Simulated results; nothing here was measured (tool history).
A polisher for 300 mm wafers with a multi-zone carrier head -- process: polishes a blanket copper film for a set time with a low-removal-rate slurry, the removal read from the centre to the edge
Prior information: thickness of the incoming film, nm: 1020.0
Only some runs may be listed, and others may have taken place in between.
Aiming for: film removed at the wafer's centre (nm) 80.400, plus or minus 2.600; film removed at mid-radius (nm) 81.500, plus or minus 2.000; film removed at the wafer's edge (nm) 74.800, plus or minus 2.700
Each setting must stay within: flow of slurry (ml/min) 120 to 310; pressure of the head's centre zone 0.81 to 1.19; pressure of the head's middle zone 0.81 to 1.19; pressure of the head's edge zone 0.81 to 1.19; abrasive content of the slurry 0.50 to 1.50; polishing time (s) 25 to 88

| run | hour | flow of slurry (ml/min) | pressure of the head's centre zone | pressure of the head's middle zone | pressure of the head's edge zone | abrasive content of the slurry | polishing time (s) | film removed at the wafer's centre (nm) | film removed at mid-radius (nm) | film removed at the wafer's edge (nm) |
|---|---|---|---|---|---|---|---|---|---|---|
| 1 | 0.0 | 200 | 1.00 | 1.00 | 1.00 | 1.00 | 56 | 131.790 | 135.650 | 130.260 |
| 2 | 3.3 | 150 | 1.00 | 1.00 | 1.00 | 1.00 | 56 | 123.250 | 127.540 | 125.040 |
| 3 | 4.8 | 150 | 1.03 | 1.00 | 1.00 | 1.00 | 56 | 128.150 | 127.300 | 126.600 |
| 4 | 7.6 | 165 | 1.01 | 0.98 | 0.94 | 0.85 | 49 | 108.750 | 107.870 | 103.830 |
| 5 | 14.1 | 170 | 0.99 | 0.97 | 0.90 | 0.75 | 46 | 97.270 | 97.840 | 92.853 |
| 6 | 15.5 | 170 | 0.99 | 1.01 | 0.90 | 0.75 | 46 | 99.460 | 102.050 | 93.040 |
| 7 | 18.3 | 175 | 0.98 | 0.99 | 0.87 | 0.65 | 44 | 90.387 | 93.268 | 86.237 |
| 8 | 22.0 | 165 | 1.01 | 0.98 | 0.81 | 0.50 | 39 | 75.800 | 76.286 | 68.989 |
| 9 | 29.2 | 180 | 1.00 | 0.98 | 0.83 | 0.50 | 39 | 78.525 | 77.730 | 70.430 |
| 10 | 30.3 | 200 | 0.95 | 1.00 | 0.92 | 0.55 | 39 | 76.662 | 82.468 | 76.658 |

Exercise: of the 4 proposed moves below, exactly one satisfies all targets within the stated allowed misses. Which move is it?
| A | 31.4 | 175 | 0.96 | 1.03 | 0.94 | 0.50 | 42 | ? | ? | ? |
| B | 31.4 | 190 | 0.99 | 1.18 | 0.82 | 0.50 | 37 | ? | ? | ? |
| C | 31.4 | 215 | 0.92 | 1.00 | 0.89 | 0.70 | 36 | ? | ? | ? |
| D | 31.4 | 190 | 1.04 | 1.03 | 0.94 | 0.55 | 38 | ? | ? | ? |

| move | film removed at the wafer's centre (nm) | film removed at mid-radius (nm) | film removed at the wafer's edge (nm) |
|---|---|---|---|
| A | 79.714 | 86.709 | 80.459 |
| B | 73.694 | 86.259 | 67.554 |
| C | 73.095 | 80.821 | 74.318 |
| D | 81.103 | 81.203 | 75.089 |
A: brings the last run's worst result on target, with another outside its allowed miss
B: misses by more than the last run did
C: misses by more than the last run did
D: each result inside its tolerance
D is the move that brings every result within its allowed miss.

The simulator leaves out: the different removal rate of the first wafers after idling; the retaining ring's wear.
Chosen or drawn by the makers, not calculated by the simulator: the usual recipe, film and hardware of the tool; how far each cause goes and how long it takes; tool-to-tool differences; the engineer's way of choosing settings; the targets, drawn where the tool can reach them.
